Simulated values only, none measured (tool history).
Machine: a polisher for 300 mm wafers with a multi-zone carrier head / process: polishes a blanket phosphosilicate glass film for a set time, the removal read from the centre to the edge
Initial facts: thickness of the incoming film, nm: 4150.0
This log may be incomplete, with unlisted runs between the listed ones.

| run | hour | flow of slurry (ml/min) | pressure of the head's centre zone | pressure of the head's middle zone | pressure of the head's edge zone | abrasive content of the slurry | polishing time (s) | film removed at the wafer's centre (angstrom) | film removed at mid-radius (angstrom) | film removed at the wafer's edge (angstrom) |
|---|---|---|---|---|---|---|---|---|---|---|
| 1 | 0.0 | 240 | 1.00 | 1.00 | 1.00 | 1.00 | 75 | 5195.0 | 5386.1 | 5232.4 |
| 2 | 1.2 | 245 | 1.01 | 1.03 | 1.01 | 1.05 | 75 | 5165.7 | 5735.6 | 5471.6 |
| 3 | 7.9 | 245 | 1.01 | 1.03 | 1.01 | 1.05 | 67 | 4820.9 | 5034.8 | 4810.4 |
| 4 | 13.3 | 245 | 1.01 | 1.09 | 1.01 | 1.05 | 67 | 4799.2 | 5274.7 | 4915.1 |
| 5 | 20.7 | 245 | 1.01 | 1.09 | 1.01 | 1.05 | 50 | 3434.9 | 3979.2 | 3698.6 |
| 6 | 23.9 | 255 | 1.03 | 1.11 | 1.02 | 1.15 | 53 | 3920.6 | 4563.7 | 4068.7 |
| 7 | 29.5 | 250 | 1.04 | 1.11 | 1.04 | 1.20 | 56 | 4257.3 | 4732.9 | 4343.7 |

Expected results for the next run?
| 8 | 34.8 | 260 | 1.04 | 1.12 | 1.05 | 1.25 | 58 | ? | ? | ? |

{"run 8": {"film removed at the wafer's centre (angstrom)": 4560.1, "film removed at mid-radius (angstrom)": 5057.7, "film removed at the wafer's edge (angstrom)": 4671.0}}
